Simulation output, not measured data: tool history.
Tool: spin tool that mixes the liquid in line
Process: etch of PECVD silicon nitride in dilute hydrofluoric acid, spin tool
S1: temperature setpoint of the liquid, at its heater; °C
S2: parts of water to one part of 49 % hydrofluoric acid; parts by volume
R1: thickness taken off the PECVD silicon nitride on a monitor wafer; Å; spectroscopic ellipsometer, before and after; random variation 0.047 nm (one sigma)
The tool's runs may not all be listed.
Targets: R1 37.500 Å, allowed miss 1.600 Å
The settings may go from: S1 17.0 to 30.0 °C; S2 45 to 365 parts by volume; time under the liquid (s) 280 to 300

{"run": 1, "hour": 0.0, "S1": 22.0, "S2": 205, "time under the liquid (s)": 280, "R1": 29.544}
{"run": 2, "hour": 7.7, "S1": 22.0, "S2": 205, "time under the liquid (s)": 300, "R1": 31.841}
{"run": 3, "hour": 11.7, "S1": 22.0, "S2": 230, "time under the liquid (s)": 300, "R1": 27.94}
{"run": 4, "hour": 17.0, "S1": 23.0, "S2": 230, "time under the liquid (s)": 300, "R1": 30.151}
{"run": 5, "hour": 18.0, "S1": 23.0, "S2": 230, "time under the liquid (s)": 300, "R1": 30.167}
{"run": 6, "hour": 26.8, "S1": 23.0, "S2": 270, "time under the liquid (s)": 300, "R1": 26.5}
{"run": 7, "hour": 34.8, "S1": 24.0, "S2": 270, "time under the liquid (s)": 300, "R1": 27.399}
{"run": 8, "hour": 35.8, "S1": 25.0, "S2": 270, "time under the liquid (s)": 300, "R1": 29.756}

Which of these 5 next moves meets every target?
{"run": "A", "hour": 36.8, "S1": 22.0, "S2": 330, "time under the liquid (s)": 300, "R1": "?"}
{"run": "B", "hour": 36.8, "S1": 24.0, "S2": 180, "time under the liquid (s)": 300, "R1": "?"}
{"run": "C", "hour": 36.8, "S1": 25.5, "S2": 205, "time under the liquid (s)": 280, "R1": "?"}
{"run": "D", "hour": 36.8, "S1": 24.5, "S2": 285, "time under the liquid (s)": 290, "R1": "?"}
{"run": "E", "hour": 36.8, "S1": 26.5, "S2": 315, "time under the liquid (s)": 280, "R1": "?"}

move=A R1=19.959
move=B R1=41.101
move=C R1=37.052
move=D R1=25.989
move=E R1=25.603
A: further off than the last run
B: takes the result that was furthest off past its target
C: meets every target
D: further off than the last run
E: further off than the last run
Answer: C
